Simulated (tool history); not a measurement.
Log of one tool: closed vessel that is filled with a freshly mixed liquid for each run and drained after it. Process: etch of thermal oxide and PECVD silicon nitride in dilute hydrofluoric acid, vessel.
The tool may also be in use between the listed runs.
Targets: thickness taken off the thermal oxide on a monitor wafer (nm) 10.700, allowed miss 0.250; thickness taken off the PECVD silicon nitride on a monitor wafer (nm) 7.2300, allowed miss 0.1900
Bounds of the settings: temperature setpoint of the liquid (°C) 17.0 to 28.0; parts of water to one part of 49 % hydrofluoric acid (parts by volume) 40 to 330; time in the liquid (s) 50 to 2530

| run | hour | temperature setpoint of the liquid (°C) | parts of water to one part of 49 % hydrofluoric acid (parts by volume) | time in the liquid (s) | thickness taken off the thermal oxide on a monitor wafer (nm) | thickness taken off the PECVD silicon nitride on a monitor wafer (nm) |
|---|---|---|---|---|---|---|
| 1 | 0.0 | 20.0 | 185 | 1290 | 27.559 | 16.7240 |
| 2 | 6.2 | 19.5 | 215 | 1295 | 22.708 | 13.8960 |
| 3 | 11.7 | 19.5 | 240 | 1285 | 19.793 | 12.4290 |
| 4 | 19.1 | 21.0 | 240 | 1285 | 20.915 | 13.6850 |
| 5 | 22.9 | 19.5 | 240 | 1285 | 19.642 | 12.4640 |
| 6 | 26.9 | 17.5 | 240 | 1285 | 18.473 | 10.7780 |
| 7 | 32.5 | 18.0 | 260 | 1260 | 16.495 | 10.3950 |
| 8 | 34.0 | 18.0 | 275 | 1250 | 15.377 | 9.5794 |
| 9 | 39.6 | 18.0 | 275 | 1250 | 15.312 | 9.5731 |
| 10 | 46.1 | 18.0 | 285 | 1225 | 14.236 | 9.0777 |
| 11 | 49.4 | 18.0 | 285 | 1225 | 14.335 | 9.1160 |
| 12 | 57.4 | 18.0 | 295 | 1205 | 13.449 | 8.7134 |
| 13 | 60.4 | 18.0 | 300 | 1190 | 13.024 | 8.4963 |
| 14 | 66.3 | 18.0 | 305 | 1180 | 12.802 | 8.2373 |
| 15 | 74.1 | 19.0 | 330 | 1100 | 11.213 | 7.5555 |

Which of these 5 next moves meets every target?
| A | 81.9 | 17.5 | 285 | 1040 | ? | ? |
| B | 81.9 | 18.5 | 330 | 1085 | ? | ? |
| C | 81.9 | 17.5 | 320 | 1215 | ? | ? |
| D | 81.9 | 18.0 | 270 | 950 | ? | ? |
| E | 81.9 | 19.5 | 285 | 945 | ? | ? |

| move | thickness taken off the thermal oxide on a monitor wafer (nm) | thickness taken off the PECVD silicon nitride on a monitor wafer (nm) |
|---|---|---|
| A | 12.066 | 7.3935 |
| B | 10.861 | 7.1542 |
| C | 12.189 | 7.7359 |
| D | 12.012 | 7.3480 |
| E | 11.817 | 7.6473 |
A: further off than the last run
B: meets every target
C: further off than the last run
D: further off than the last run
E: further off than the last run
Answer: B
